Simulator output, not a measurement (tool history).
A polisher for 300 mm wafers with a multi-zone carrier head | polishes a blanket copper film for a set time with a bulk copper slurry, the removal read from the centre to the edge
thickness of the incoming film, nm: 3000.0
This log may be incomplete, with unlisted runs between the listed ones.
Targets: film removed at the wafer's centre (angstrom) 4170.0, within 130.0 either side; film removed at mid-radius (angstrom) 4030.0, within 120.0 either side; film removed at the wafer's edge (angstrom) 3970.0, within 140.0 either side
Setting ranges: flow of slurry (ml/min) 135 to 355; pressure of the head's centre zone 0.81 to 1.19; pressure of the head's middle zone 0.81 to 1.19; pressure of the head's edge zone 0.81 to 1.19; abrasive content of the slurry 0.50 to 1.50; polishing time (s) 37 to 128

run	hour	flow of slurry (ml/min)	pressure of the head's centre zone	pressure of the head's middle zone	pressure of the head's edge zone	abrasive content of the slurry	polishing time (s)	film removed at the wafer's centre (angstrom)	film removed at mid-radius (angstrom)	film removed at the wafer's edge (angstrom)
1	0.0	225	1.00	1.00	1.00	1.00	82	6683.9	6835.9	6745.2
2	3.2	225	1.00	0.98	0.97	0.90	76	6065.3	6054.4	6054.2
3	9.0	225	1.07	0.98	0.97	0.90	76	6528.9	6133.9	6104.7
4	10.4	225	1.07	0.98	0.97	0.80	76	6314.1	5901.1	5830.7
5	18.8	225	1.07	0.98	0.90	0.80	76	6226.1	6007.1	5736.5
6	24.3	225	1.07	0.98	0.90	0.95	76	6497.8	6159.8	6000.1
7	28.7	225	1.06	0.97	0.89	0.85	72	6029.5	5720.7	5515.0
8	37.1	200	0.96	0.87	0.83	0.60	53	3623.7	3567.5	3582.5
9	38.4	265	1.01	0.93	0.89	0.60	53	3871.4	3779.1	3803.8
10	46.5	265	1.02	0.94	0.90	0.60	53	3973.6	3796.5	3813.1
11	49.5	265	1.02	0.95	0.91	0.60	53	3910.9	3802.8	3760.3
12	51.7	315	1.04	0.96	0.95	0.70	54	4339.6	4111.1	4057.6
13	53.8	315	1.03	0.96	0.94	0.70	54	4335.5	4133.7	4113.3
# hour 54.9: slurry nozzle cleaned
14	54.9	315	1.03	0.96	0.93	0.70	54	4312.9	4225.2	4110.3
15	58.6	310	1.03	0.96	0.92	0.70	54	4349.7	4194.7	4137.5
16	65.0	305	1.03	0.96	0.92	0.70	54	4344.6	4178.9	4141.9
17	69.8	300	1.03	0.96	0.92	0.70	54	4362.2	4129.3	4112.7
18	76.7	300	1.03	0.96	0.91	0.70	54	4388.7	4220.8	4129.8
19	84.0	295	1.03	0.96	0.91	0.70	54	4324.0	4207.2	4094.2
20	86.9	290	1.03	0.95	0.90	0.70	54	4424.6	4202.4	4031.4
21	91.8	285	1.02	0.95	0.90	0.70	54	4340.2	4177.4	4097.8

Which of these 4 next moves meets every target?
A	96.7	285	1.07	0.99	0.89	0.75	54	?	?	?
B	96.7	300	0.98	1.00	0.85	0.60	57	?	?	?
C	96.7	285	1.03	0.99	0.91	0.70	56	?	?	?
D	96.7	270	1.00	0.93	0.88	0.50	58	?	?	?

move	film removed at the wafer's centre (angstrom)	film removed at mid-radius (angstrom)	film removed at the wafer's edge (angstrom)
A	4644.5	4317.6	4174.4
B	4253.8	4347.2	4095.6
C	4554.0	4400.0	4291.5
D	4171.2	4002.5	4004.6
A: its largest miss is bigger than the last run's
B: brings the last run's worst result on target, with another outside its allowed miss
C: its largest miss is bigger than the last run's
D: all results in spec
D is the move that brings every result within its allowed miss.
